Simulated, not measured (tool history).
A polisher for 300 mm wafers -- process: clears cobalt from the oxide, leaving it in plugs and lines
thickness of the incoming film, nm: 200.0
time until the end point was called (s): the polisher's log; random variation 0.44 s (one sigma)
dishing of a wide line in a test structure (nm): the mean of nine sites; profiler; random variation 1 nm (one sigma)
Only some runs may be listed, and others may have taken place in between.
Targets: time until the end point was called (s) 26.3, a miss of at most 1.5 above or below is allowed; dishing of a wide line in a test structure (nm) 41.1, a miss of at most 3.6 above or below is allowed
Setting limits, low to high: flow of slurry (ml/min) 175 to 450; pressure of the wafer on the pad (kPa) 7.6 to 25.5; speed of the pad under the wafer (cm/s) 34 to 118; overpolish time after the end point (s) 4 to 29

| run | day | flow of slurry (ml/min) | pressure of the wafer on the pad (kPa) | speed of the pad under the wafer (cm/s) | overpolish time after the end point (s) | time until the end point was called (s) | dishing of a wide line in a test structure (nm) |
|---|---|---|---|---|---|---|---|
| 1 | 0 | 290 | 16.5 | 76 | 15 | 34.416 | 42.925 |
| 2 | 0.25 | 290 | 17.2 | 76 | 14 | 34.516 | 45.411 |
| 3 | 0.575 | 290 | 17.2 | 76 | 20 | 34.95 | 48.164 |
| 4 | 0.917 | 290 | 17.2 | 78 | 18 | 32.599 | 50.376 |
| 5 | 1.1 | 290 | 17.2 | 90 | 18 | 28.333 | 50.51 |
| 6 | 1.158 | 290 | 17.2 | 90 | 24 | 27.775 | 55.045 |
| 7 | 1.433 | 290 | 17.2 | 92 | 21 | 28.551 | 53.799 |
| 8 | 1.521 | 290 | 17.2 | 94 | 18 | 27.739 | 51.603 |

Next run, 5 choices. One meets every target within its allowed miss, the rest don't. Which?
| A | 1.608 | 275 | 22.1 | 78 | 15 | ? | ? |
| B | 1.608 | 220 | 21.4 | 92 | 15 | ? | ? |
| C | 1.608 | 340 | 18.6 | 74 | 21 | ? | ? |
| D | 1.608 | 295 | 19.3 | 80 | 29 | ? | ? |
| E | 1.608 | 300 | 16.5 | 104 | 10 | ? | ? |

| move | time until the end point was called (s) | dishing of a wide line in a test structure (nm) |
|---|---|---|
| A | 26.072 | 50.391 |
| B | 23.366 | 52.316 |
| C | 31.696 | 53.016 |
| D | 28.708 | 58.428 |
| E | 25.669 | 42.24 |
A: gains on the last run, yet a result remains outside its allowed miss
B: lands further from the targets than the last run did
C: lands further from the targets than the last run did
D: lands further from the targets than the last run did
E: in spec on every target
Move E is the one to make.
